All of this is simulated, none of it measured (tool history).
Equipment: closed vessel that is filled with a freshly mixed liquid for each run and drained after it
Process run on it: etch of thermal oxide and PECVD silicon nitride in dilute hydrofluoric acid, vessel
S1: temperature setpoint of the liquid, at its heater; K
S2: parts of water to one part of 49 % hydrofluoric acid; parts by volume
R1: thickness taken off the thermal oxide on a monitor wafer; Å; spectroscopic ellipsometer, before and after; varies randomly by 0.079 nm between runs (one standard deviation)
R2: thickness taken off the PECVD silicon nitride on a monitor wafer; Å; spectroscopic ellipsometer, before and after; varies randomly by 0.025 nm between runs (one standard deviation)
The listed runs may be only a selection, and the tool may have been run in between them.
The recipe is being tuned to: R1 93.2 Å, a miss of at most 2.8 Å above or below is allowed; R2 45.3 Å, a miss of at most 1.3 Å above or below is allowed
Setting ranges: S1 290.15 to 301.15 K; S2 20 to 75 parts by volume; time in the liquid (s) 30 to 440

run 1 day=0 | S1=293.15 S2=45 time_in_the_liquid_(s)=225 | R1=191.73 R2=91.324
run 2 day=0.342 | S1=292.65 S2=55 time_in_the_liquid_(s)=225 | R1=153.51 R2=72.309
run 3 day=0.508 | S1=292.65 S2=60 time_in_the_liquid_(s)=220 | R1=136.77 R2=65.374
run 4 day=0.892 | S1=292.65 S2=65 time_in_the_liquid_(s)=215 | R1=124.13 R2=59.391
run 5 day=1.188 | S1=292.65 S2=65 time_in_the_liquid_(s)=250 | R1=139.55 R2=69.404
run 6 day=1.283 | S1=294.15 S2=65 time_in_the_liquid_(s)=250 | R1=150.87 R2=76.97
run 7 day=1.638 | S1=293.15 S2=70 time_in_the_liquid_(s)=235 | R1=126.03 R2=62.298
run 8 day=1.867 | S1=292.65 S2=70 time_in_the_liquid_(s)=220 | R1=115.82 R2=56.954
run 9 day=2.242 | S1=292.15 S2=70 time_in_the_liquid_(s)=215 | R1=109.73 R2=53.057
run 10 day=2.55 | S1=292.15 S2=70 time_in_the_liquid_(s)=210 | R1=107.58 R2=51.784
run 11 day=2.796 | S1=292.15 S2=70 time_in_the_liquid_(s)=210 | R1=106.3 R2=52.077
run 12 day=2.962 | S1=291.15 S2=75 time_in_the_liquid_(s)=215 | R1=97.807 R2=46.31
run 13 day=3.075 | S1=291.65 S2=75 time_in_the_liquid_(s)=210 | R1=97.801 R2=46.886

5 candidate next runs follow, results not yet known. Just one meets every target within its allowed miss. Identify it.
run A day=3.188 | S1=291.65 S2=45 time_in_the_liquid_(s)=125 | R1=? R2=?
run B day=3.188 | S1=291.15 S2=60 time_in_the_liquid_(s)=170 | R1=? R2=?
run C day=3.188 | S1=290.15 S2=65 time_in_the_liquid_(s)=195 | R1=? R2=?
run D day=3.188 | S1=290.15 S2=70 time_in_the_liquid_(s)=200 | R1=? R2=?
run E day=3.188 | S1=292.15 S2=75 time_in_the_liquid_(s)=195 | R1=? R2=?

move=A R1=100.86 R2=45.655
move=B R1=99.026 R2=45.361
move=C R1=99.834 R2=44.827
move=D R1=94.59 R2=42.801
move=E R1=93.375 R2=45.004
A: its largest miss is bigger than the last run's
B: its largest miss is bigger than the last run's
C: its largest miss is bigger than the last run's
D: brings the last run's worst result on target, with another outside its allowed miss
E: meets every target
Move E is the one to make.
